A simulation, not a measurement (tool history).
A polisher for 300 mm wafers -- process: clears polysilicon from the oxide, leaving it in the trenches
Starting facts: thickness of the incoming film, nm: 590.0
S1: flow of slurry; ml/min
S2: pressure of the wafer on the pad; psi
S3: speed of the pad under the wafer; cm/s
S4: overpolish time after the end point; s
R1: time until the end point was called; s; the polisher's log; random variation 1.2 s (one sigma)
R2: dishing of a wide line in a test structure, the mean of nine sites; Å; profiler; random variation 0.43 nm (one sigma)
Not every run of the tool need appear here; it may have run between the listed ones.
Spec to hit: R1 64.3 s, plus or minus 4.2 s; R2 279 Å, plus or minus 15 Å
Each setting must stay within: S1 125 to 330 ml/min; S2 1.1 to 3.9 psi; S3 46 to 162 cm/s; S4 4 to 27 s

Run 1, hour 0: S1 210 ml/min, S2 2.5 psi, S3 104 cm/s, S4 14 s. Result: R1 49.157 s, R2 713.64 Å.
Run 2, hour 2.7: S1 210 ml/min, S2 2.2 psi, S3 104 cm/s, S4 14 s. Result: R1 57.145 s, R2 671.18 Å.
Run 3, hour 5.8: S1 215 ml/min, S2 1.9 psi, S3 108 cm/s, S4 12 s. Result: R1 58.821 s, R2 608.79 Å.
Run 4, hour 11.9: S1 170 ml/min, S2 1.9 psi, S3 108 cm/s, S4 12 s. Result: R1 62.806 s, R2 593.99 Å.
Run 5, hour 12.5: S1 160 ml/min, S2 1.7 psi, S3 110 cm/s, S4 10 s. Result: R1 69.939 s, R2 505.91 Å.
Run 6, hour 18.6: S1 150 ml/min, S2 1.6 psi, S3 116 cm/s, S4 9 s. Result: R1 72.082 s, R2 462.16 Å.
Run 7, hour 23.8: S1 145 ml/min, S2 1.5 psi, S3 126 cm/s, S4 8 s. Result: R1 71.885 s, R2 431.48 Å.
Run 8, hour 26.4: S1 145 ml/min, S2 1.5 psi, S3 126 cm/s, S4 8 s. Result: R1 70.51 s, R2 437.2 Å.
Run 9, hour 27.2: S1 140 ml/min, S2 1.4 psi, S3 134 cm/s, S4 7 s. Result: R1 75.631 s, R2 387.51 Å.
Run 10, hour 29.6: S1 135 ml/min, S2 1.4 psi, S3 140 cm/s, S4 6 s. Result: R1 70.53 s, R2 346.45 Å.
Run 11, hour 30.1: S1 135 ml/min, S2 1.4 psi, S3 146 cm/s, S4 6 s. Result: R1 68.207 s, R2 369.14 Å.
Run 12, hour 36.9: S1 135 ml/min, S2 1.3 psi, S3 150 cm/s, S4 6 s. Result: R1 74.374 s, R2 348.67 Å.
Run 13, hour 39.4: S1 135 ml/min, S2 1.3 psi, S3 152 cm/s, S4 6 s. Result: R1 71.892 s, R2 349.9 Å.
Run 14, hour 47: S1 135 ml/min, S2 1.3 psi, S3 152 cm/s, S4 6 s. Result: R1 72.014 s, R2 354.46 Å.
Run 15, hour 47.6: S1 135 ml/min, S2 1.3 psi, S3 154 cm/s, S4 6 s. Result: R1 71.686 s, R2 351.69 Å.
Run 16, hour 54.6: S1 135 ml/min, S2 1.3 psi, S3 156 cm/s, S4 6 s. Result: R1 71.562 s, R2 360.87 Å.
Run 17, hour 60.1: S1 135 ml/min, S2 1.3 psi, S3 158 cm/s, S4 6 s. Result: R1 68.608 s, R2 364.6 Å.

Which single option among these 4 for the next run brings every result within its allowed miss of target? Just one does.
Run A, hour 65.6: S1 130 ml/min, S2 1.2 psi, S3 160 cm/s, S4 9 s. Result: R1 ?, R2 ?.
Run B, hour 65.6: S1 130 ml/min, S2 1.4 psi, S3 160 cm/s, S4 4 s. Result: R1 ?, R2 ?.
Run C, hour 65.6: S1 130 ml/min, S2 1.3 psi, S3 160 cm/s, S4 9 s. Result: R1 ?, R2 ?.
Run D, hour 65.6: S1 125 ml/min, S2 1.4 psi, S3 162 cm/s, S4 9 s. Result: R1 ?, R2 ?.

move      R1      R2
   A  76.971  445.19
   B   66.55  270.85
   C  71.382  467.68
   D  66.456  489.28
A: misses by more than the last run did
B: all results land within tolerance of their targets
C: misses by more than the last run did
D: misses by more than the last run did
The right move is B.

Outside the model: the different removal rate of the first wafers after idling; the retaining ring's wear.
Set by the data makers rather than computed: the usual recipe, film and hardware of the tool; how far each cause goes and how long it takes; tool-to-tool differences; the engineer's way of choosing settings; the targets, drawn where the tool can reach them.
